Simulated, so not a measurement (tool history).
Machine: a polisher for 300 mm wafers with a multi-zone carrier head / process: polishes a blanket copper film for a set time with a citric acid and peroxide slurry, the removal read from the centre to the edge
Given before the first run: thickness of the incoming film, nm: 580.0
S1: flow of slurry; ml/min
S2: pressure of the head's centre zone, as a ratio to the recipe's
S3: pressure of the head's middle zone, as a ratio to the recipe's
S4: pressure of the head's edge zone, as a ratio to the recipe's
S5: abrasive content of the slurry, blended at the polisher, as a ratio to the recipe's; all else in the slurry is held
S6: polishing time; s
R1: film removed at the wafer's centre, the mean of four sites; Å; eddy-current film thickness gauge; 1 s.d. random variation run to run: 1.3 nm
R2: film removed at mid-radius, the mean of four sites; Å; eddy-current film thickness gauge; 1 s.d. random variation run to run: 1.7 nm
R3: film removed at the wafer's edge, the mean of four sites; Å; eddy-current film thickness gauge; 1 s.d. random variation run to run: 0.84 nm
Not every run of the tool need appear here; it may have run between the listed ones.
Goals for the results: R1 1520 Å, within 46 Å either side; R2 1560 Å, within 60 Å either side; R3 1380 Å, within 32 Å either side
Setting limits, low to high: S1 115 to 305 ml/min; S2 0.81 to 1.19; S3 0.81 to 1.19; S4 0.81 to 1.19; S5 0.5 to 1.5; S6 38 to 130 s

run	hour	S1	S2	S3	S4	S5	S6	R1	R2	R3
1	0	195	1	1	1	1	84	2328.9	2293.7	2175.8
2	7.8	195	0.99	1	0.98	0.95	82	2220.3	2257.6	2124.4
3	12	195	1	1	0.97	0.9	79	2151.7	2149.6	1995.3
4	13.8	190	1	1	0.96	0.85	77	2041.8	2046.3	1904
5	17.2	190	1.03	1	0.96	0.85	77	2130.4	2078.6	1916.4
# hour 24.6: worn pad replaced by a new one
6	24.6	190	1.03	1	0.95	0.8	75	2117.1	2133	1937.5
7	28.8	190	1.02	1	0.93	0.85	73	2136.1	2088.7	1905.2
8	30.4	195	1.03	1.01	0.95	0.8	70	2038.7	2004.4	1837.3
9	33.3	190	1.03	1.01	0.94	0.75	68	1953.7	1930.4	1745.9
10	34.8	185	1.02	1.01	0.93	0.7	66	1848.7	1827.2	1657.7
11	35.7	180	1.01	1.01	0.92	0.7	66	1813.8	1840.5	1631.2
12	41.5	175	1	1	0.91	0.7	66	1794	1782.4	1635.9
13	49.1	170	1	1	0.9	0.7	65	1747.6	1802.2	1590
14	50.5	165	1	0.99	0.89	0.7	65	1757.8	1771.7	1602.8
15	57.1	165	0.98	1	0.83	0.5	56	1417.4	1469.8	1265
16	59.1	165	0.98	1	0.84	0.5	56	1408.1	1479.3	1277.1
17	65.4	165	0.98	1	0.85	0.5	56	1406.5	1459.1	1267.7
18	72	165	0.98	1.01	0.86	0.5	56	1420.5	1465.7	1277
19	75.7	165	0.98	1.01	0.87	0.5	56	1429.9	1500.9	1287.9
20	81	220	0.99	0.98	0.95	0.55	56	1494.4	1470.9	1386.1

Which of these 4 next moves meets every target?
A	86.3	230	1.03	0.89	1	0.5	55	?	?	?
B	86.3	230	0.97	0.98	0.86	0.5	58	?	?	?
C	86.3	210	1.01	0.92	0.96	0.6	54	?	?	?
D	86.3	190	0.99	0.81	0.87	0.55	58	?	?	?

move	R1	R2	R3
A	1502.2	1348.3	1394
B	1495.8	1532.6	1368.8
C	1469.4	1380.1	1366.6
D	1511	1316.3	1377
A: moves away from the targets compared with the last run
B: all results land within tolerance of their targets
C: moves away from the targets compared with the last run
D: moves away from the targets compared with the last run
B is the move that brings every result within its allowed miss.

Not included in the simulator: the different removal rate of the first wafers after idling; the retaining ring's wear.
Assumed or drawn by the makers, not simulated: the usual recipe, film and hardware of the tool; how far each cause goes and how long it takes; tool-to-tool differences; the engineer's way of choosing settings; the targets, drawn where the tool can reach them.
